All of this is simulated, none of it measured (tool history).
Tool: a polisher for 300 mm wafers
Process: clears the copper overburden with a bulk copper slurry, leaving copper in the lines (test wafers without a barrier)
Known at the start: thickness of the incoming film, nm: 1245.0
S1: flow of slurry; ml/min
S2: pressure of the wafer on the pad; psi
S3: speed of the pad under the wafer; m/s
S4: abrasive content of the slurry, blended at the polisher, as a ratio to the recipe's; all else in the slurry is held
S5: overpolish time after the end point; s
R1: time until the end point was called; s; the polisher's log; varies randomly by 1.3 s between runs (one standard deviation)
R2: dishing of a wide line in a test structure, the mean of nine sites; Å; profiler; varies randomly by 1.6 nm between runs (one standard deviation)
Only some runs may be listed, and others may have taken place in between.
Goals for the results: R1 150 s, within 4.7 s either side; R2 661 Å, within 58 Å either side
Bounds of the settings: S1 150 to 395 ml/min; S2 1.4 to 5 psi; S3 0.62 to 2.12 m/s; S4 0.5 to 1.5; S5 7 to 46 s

run 1 hour=0 | S1=250 S2=3.2 S3=1.36 S4=1 S5=24 | R1=82.09 R2=741.48
run 2 hour=2.2 | S1=250 S2=3.2 S3=1.36 S4=1 S5=19 | R1=81.527 R2=755.54
run 3 hour=8.4 | S1=250 S2=2.8 S3=1.34 S4=1 S5=19 | R1=95.665 R2=690.1
run 4 hour=15 | S1=245 S2=2.7 S3=1.28 S4=1 S5=21 | R1=102.19 R2=681.99
run 5 hour=19.9 | S1=250 S2=2.6 S3=1.22 S4=1 S5=21 | R1=110 R2=662.76
run 6 hour=21.4 | S1=250 S2=2.6 S3=1.04 S4=1 S5=21 | R1=126.8 R2=703.93
run 7 hour=26.5 | S1=250 S2=2.5 S3=1.02 S4=1 S5=21 | R1=131.03 R2=657.17
run 8 hour=33.2 | S1=235 S2=2.3 S3=0.92 S4=0.95 S5=32 | R1=159.36 R2=709.68
run 9 hour=38 | S1=240 S2=2.3 S3=0.92 S4=0.95 S5=30 | R1=158.41 R2=709.24

Which single option among these 4 for the next run brings every result within its allowed miss of target? Just one does.
run A hour=42.8 | S1=250 S2=1.9 S3=1.12 S4=0.8 S5=40 | R1=? R2=?
run B hour=42.8 | S1=305 S2=1.9 S3=1.24 S4=0.75 S5=29 | R1=? R2=?
run C hour=42.8 | S1=205 S2=2.2 S3=0.96 S4=0.9 S5=27 | R1=? R2=?
run D hour=42.8 | S1=255 S2=4 S3=0.62 S4=0.5 S5=43 | R1=? R2=?

move=A R1=168.85 R2=639.96
move=B R1=153.82 R2=629.09
move=C R1=166.96 R2=637.83
move=D R1=143.47 R2=761.9
A: lands further from the targets than the last run did
B: meets every target
C: lands further from the targets than the last run did
D: moves the result that the last run missed by most past its target, out the other side
Correct choice: B, which meets every target

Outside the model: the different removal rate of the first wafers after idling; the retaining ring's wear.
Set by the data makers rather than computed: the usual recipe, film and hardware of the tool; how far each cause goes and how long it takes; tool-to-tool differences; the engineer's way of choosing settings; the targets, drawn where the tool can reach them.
